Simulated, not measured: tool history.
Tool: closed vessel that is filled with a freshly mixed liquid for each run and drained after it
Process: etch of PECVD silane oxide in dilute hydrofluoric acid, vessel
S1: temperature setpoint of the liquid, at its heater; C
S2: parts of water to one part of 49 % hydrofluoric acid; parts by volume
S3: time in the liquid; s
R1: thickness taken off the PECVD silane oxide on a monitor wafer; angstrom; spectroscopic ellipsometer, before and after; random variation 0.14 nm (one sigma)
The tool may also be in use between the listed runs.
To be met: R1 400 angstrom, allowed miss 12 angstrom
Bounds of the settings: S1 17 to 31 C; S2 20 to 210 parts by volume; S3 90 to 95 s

run,hour,S1,S2,S3,R1
1,0,23,115,90,153.49
2,7.5,23,115,95,161.35
3,8,20,115,95,143.43
4,15.5,20,115,95,143.29
5,20.8,20,95,95,177.54
6,25.2,21.5,95,95,188.81
7,31.8,25.5,45,95,500.26
8,37.1,24.5,45,95,479.48
9,43.9,24,45,95,471.64
10,46.1,23.5,45,95,457.65
11,51.1,23,45,95,450.11
12,58.8,22.5,45,95,442.03
13,65.4,22,45,95,431.09
14,71.2,21.5,45,95,424.67
15,72.2,21,45,95,415.21

Which of these 5 next moves meets every target?
A,73.2,19.5,40,95,?
B,73.2,21,40,90,?
C,73.2,22,45,95,?
D,73.2,17.5,40,95,?
E,73.2,23,45,95,?

move,R1
A,439.75
B,444.16
C,431.99
D,403.3
E,450.43
A: further off than the last run
B: further off than the last run
C: further off than the last run
D: meets every target
E: further off than the last run
The right move is D.

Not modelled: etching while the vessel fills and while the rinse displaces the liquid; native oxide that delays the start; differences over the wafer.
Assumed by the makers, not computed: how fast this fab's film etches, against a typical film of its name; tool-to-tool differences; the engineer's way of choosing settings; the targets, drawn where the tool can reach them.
